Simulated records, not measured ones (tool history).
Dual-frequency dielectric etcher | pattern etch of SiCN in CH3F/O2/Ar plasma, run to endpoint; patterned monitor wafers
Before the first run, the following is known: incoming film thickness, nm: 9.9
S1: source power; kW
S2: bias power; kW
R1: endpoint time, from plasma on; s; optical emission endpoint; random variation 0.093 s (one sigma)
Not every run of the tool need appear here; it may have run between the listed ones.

run    day    S1     S2      R1
  1      0  0.44  0.084  26.048
  2  0.304  0.46  0.084  25.647
  3  0.642  0.47  0.084  25.464
  4  0.942  0.47  0.091  25.026
  5  1.025   0.4  0.091  26.017
  6   1.35   0.4  0.077   27.35

Estimate the outcome of run 7 from the log above:
  7  1.662  0.43  0.078   ?

Run 7 yielded R1 26.45 s.

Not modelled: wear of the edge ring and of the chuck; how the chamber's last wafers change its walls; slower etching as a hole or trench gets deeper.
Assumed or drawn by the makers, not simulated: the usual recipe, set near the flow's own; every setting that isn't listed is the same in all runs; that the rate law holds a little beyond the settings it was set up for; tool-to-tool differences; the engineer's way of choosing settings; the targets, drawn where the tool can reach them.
